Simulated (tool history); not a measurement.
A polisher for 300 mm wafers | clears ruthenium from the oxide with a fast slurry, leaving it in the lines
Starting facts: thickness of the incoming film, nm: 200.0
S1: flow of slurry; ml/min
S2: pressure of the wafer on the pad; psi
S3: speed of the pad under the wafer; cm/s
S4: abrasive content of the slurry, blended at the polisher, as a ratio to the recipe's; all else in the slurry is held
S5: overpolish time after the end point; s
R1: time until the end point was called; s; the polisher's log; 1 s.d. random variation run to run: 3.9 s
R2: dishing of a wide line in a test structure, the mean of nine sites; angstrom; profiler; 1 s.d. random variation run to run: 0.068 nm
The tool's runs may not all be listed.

Run 1, hour 0: S1 315 ml/min, S2 2 psi, S3 82 cm/s, S4 1, S5 8 s. Result: R1 97.61 s, R2 112.87 angstrom.
Run 2, hour 3.6: S1 315 ml/min, S2 2 psi, S3 68 cm/s, S4 1, S5 8 s. Result: R1 117.75 s, R2 98.864 angstrom.
Run 3, hour 10.8: S1 315 ml/min, S2 1.9 psi, S3 66 cm/s, S4 0.95, S5 7 s. Result: R1 132.28 s, R2 81.007 angstrom.
Run 4, hour 18.9: S1 315 ml/min, S2 1.9 psi, S3 46 cm/s, S4 0.95, S5 7 s. Result: R1 188.14 s, R2 59.288 angstrom.
Run 5, hour 20.1: S1 315 ml/min, S2 1.8 psi, S3 46 cm/s, S4 0.95, S5 6 s. Result: R1 193.78 s, R2 47.495 angstrom.
Run 6, hour 22.3: S1 315 ml/min, S2 1.8 psi, S3 58 cm/s, S4 0.95, S5 6 s. Result: R1 159.4 s, R2 58.194 angstrom.
Run 7, hour 31.1: S1 315 ml/min, S2 1.7 psi, S3 58 cm/s, S4 0.95, S5 6 s. Result: R1 165.83 s, R2 52.961 angstrom.
Run 8, hour 33.3: S1 315 ml/min, S2 1.6 psi, S3 58 cm/s, S4 0.95, S5 6 s. Result: R1 173.73 s, R2 52.926 angstrom.
Run 9, hour 39: S1 315 ml/min, S2 1.5 psi, S3 58 cm/s, S4 0.95, S5 6 s. Result: R1 182.01 s, R2 49.761 angstrom.

The next listed run, before its measurement:
Run 10, hour 43.4: S1 315 ml/min, S2 1.4 psi, S3 58 cm/s, S4 0.95, S5 6 s. Result: R1 ?, R2 ?.

R1: 196.61 s
R2: 48.429 angstrom
